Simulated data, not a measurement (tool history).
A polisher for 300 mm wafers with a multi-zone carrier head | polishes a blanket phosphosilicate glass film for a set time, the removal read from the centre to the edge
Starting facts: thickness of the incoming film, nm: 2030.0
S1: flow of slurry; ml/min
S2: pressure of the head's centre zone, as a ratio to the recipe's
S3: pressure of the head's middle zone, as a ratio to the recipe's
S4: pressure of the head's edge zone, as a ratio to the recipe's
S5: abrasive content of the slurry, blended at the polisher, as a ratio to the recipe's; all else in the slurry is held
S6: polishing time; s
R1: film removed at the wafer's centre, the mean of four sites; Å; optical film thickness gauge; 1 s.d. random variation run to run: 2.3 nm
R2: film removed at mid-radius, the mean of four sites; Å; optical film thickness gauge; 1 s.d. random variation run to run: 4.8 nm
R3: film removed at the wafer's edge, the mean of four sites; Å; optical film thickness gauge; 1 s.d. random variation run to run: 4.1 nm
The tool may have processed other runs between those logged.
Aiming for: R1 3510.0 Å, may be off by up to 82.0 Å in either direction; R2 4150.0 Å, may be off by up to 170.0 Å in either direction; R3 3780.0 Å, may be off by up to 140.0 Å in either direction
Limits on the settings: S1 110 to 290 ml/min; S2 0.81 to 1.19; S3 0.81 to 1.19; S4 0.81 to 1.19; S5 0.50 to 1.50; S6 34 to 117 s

run  hour   S1    S2    S3    S4    S5  S6      R1      R2      R3
  1   0.0  185  1.00  1.00  1.00  1.00  75  6147.5  6072.1  6266.8
  2   2.2  185  1.00  1.00  1.00  0.85  75  5621.0  5726.4  5855.6
  3   7.8  185  0.98  1.00  0.96  0.75  72  4918.5  5079.1  5087.0
  4  16.4  180  0.95  1.00  0.93  0.70  72  4674.3  4839.8  4871.4
  5  23.8  180  0.95  1.00  0.93  0.85  72  5139.1  5516.1  5406.4
  6  26.1  180  0.95  1.00  0.93  1.05  72  5744.4  6053.5  6065.2
  7  32.4  175  0.94  1.01  0.91  0.90  70  5106.0  5496.3  5358.9
  8  35.8  175  0.92  1.02  0.89  0.80  69  4690.3  5098.1  5009.8
  9  40.7  180  0.91  1.04  0.87  0.75  67  4292.5  4874.0  4573.2
 10  48.4  180  0.90  1.04  0.86  0.70  67  4098.5  4655.2  4336.0
 11  54.2  180  0.89  1.04  0.85  0.65  67  3885.8  4478.2  4100.2
 12  61.2  180  0.88  1.04  0.84  0.65  67  3854.8  4359.8  4177.5
 13  62.1  180  0.88  1.05  0.83  0.60  67  3623.6  4222.3  3900.6
 14  70.0  175  0.88  1.05  0.83  0.60  67  3622.3  4141.6  3859.0
 15  77.8  175  0.88  1.06  0.83  0.60  67  3611.2  4253.6  3952.7
 16  83.2  180  0.88  1.07  0.82  0.60  67  3645.9  4266.9  3839.2

Exactly one of the 4 candidate moves below puts every result within its allowed miss. Which one?
  A  88.6  175  0.87  1.01  0.81  0.70  65   ?   ?   ?
  B  88.6  155  0.88  1.08  0.82  0.60  66   ?   ?   ?
  C  88.6  145  0.99  1.05  0.84  0.50  77   ?   ?   ?
  D  88.6  145  0.93  1.09  0.84  0.85  57   ?   ?   ?

move      R1      R2      R3
   A  3849.2  4258.7  4165.9
   B  3486.5  4054.1  3778.4
   C  3844.3  3984.2  3852.9
   D  3868.6  4347.8  4069.3
A: its largest miss is bigger than the last run's
B: hits every target within its allowed miss
C: its largest miss is bigger than the last run's
D: its largest miss is bigger than the last run's
The move that meets every target is B.

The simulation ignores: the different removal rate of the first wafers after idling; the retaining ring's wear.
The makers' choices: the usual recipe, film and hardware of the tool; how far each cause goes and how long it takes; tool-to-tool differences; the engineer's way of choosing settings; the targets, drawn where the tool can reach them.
